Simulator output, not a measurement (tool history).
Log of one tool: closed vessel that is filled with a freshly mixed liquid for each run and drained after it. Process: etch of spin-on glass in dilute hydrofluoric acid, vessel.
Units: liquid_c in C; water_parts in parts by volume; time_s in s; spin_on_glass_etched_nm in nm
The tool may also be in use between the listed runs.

run 1 hour=0.0 | liquid_c=21.0 water_parts=110 time_s=80 | spin_on_glass_etched_nm=24.879
run 2 hour=4.9 | liquid_c=21.0 water_parts=130 time_s=80 | spin_on_glass_etched_nm=20.455
run 3 hour=12.0 | liquid_c=21.0 water_parts=130 time_s=80 | spin_on_glass_etched_nm=20.234
run 4 hour=13.1 | liquid_c=21.0 water_parts=130 time_s=80 | spin_on_glass_etched_nm=20.554
run 5 hour=20.3 | liquid_c=23.0 water_parts=130 time_s=80 | spin_on_glass_etched_nm=22.240
run 6 hour=22.4 | liquid_c=23.0 water_parts=130 time_s=80 | spin_on_glass_etched_nm=21.733

Forecast run 7:
run 7 hour=24.4 | liquid_c=22.5 water_parts=135 time_s=80 | spin_on_glass_etched_nm=?

Run 7 gave spin_on_glass_etched_nm 20.475 nm.
